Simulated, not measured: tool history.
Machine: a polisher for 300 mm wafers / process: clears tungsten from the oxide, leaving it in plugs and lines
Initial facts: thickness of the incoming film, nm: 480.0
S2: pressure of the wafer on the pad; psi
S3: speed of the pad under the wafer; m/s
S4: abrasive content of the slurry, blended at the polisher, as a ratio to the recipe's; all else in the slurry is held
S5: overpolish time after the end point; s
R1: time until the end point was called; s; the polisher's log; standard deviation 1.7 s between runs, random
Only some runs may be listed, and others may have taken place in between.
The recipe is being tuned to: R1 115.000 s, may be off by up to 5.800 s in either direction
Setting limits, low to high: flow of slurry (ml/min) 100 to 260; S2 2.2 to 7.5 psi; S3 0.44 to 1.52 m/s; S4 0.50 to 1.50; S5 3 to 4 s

run 1 day=0.000 | flow_of_slurry_(ml/min)=165 S2=4.8 S3=0.98 S4=1.00 S5=4 | R1=80.812
run 2 day=0.042 | flow_of_slurry_(ml/min)=165 S2=4.5 S3=0.98 S4=1.00 S5=4 | R1=84.838
run 3 day=0.083 | flow_of_slurry_(ml/min)=165 S2=4.2 S3=0.98 S4=1.00 S5=4 | R1=87.611
run 4 day=0.383 | flow_of_slurry_(ml/min)=165 S2=4.2 S3=1.16 S4=1.00 S5=4 | R1=76.903
run 5 day=0.538 | flow_of_slurry_(ml/min)=165 S2=4.2 S3=1.16 S4=1.00 S5=4 | R1=74.641
run 6 day=0.738 | flow_of_slurry_(ml/min)=165 S2=3.8 S3=1.14 S4=1.00 S5=4 | R1=87.540
run 7 day=0.996 | flow_of_slurry_(ml/min)=165 S2=3.6 S3=1.14 S4=1.00 S5=4 | R1=92.314
run 8 day=1.350 | flow_of_slurry_(ml/min)=165 S2=3.4 S3=1.14 S4=1.00 S5=4 | R1=94.733
run 9 day=1.479 | flow_of_slurry_(ml/min)=165 S2=3.2 S3=1.14 S4=1.00 S5=4 | R1=103.330
run 10 day=1.504 | flow_of_slurry_(ml/min)=165 S2=3.1 S3=1.14 S4=1.00 S5=4 | R1=104.570
run 11 day=1.604 | flow_of_slurry_(ml/min)=165 S2=3.0 S3=1.14 S4=1.00 S5=4 | R1=106.580
-- day=1.733 worn pad replaced by a new one
run 12 day=1.733 | flow_of_slurry_(ml/min)=165 S2=2.9 S3=1.14 S4=1.00 S5=4 | R1=100.250

Which single option among these 4 for the next run brings every result within its allowed miss of target? Just one does.
run A day=1.862 | flow_of_slurry_(ml/min)=205 S2=2.2 S3=1.10 S4=0.95 S5=4 | R1=?
run B day=1.862 | flow_of_slurry_(ml/min)=165 S2=3.0 S3=1.40 S4=1.25 S5=4 | R1=?
run C day=1.862 | flow_of_slurry_(ml/min)=120 S2=2.3 S3=1.52 S4=0.80 S5=4 | R1=?
run D day=1.862 | flow_of_slurry_(ml/min)=190 S2=2.4 S3=1.20 S4=0.85 S5=3 | R1=?

move=A R1=130.310
move=B R1=74.604
move=C R1=100.940
move=D R1=113.680
A: carries the result that was furthest off beyond its target, to the other side
B: its largest miss is bigger than the last run's
C: just as far off the targets as the last run
D: every result lands within tolerance
Correct choice: D, which meets every target
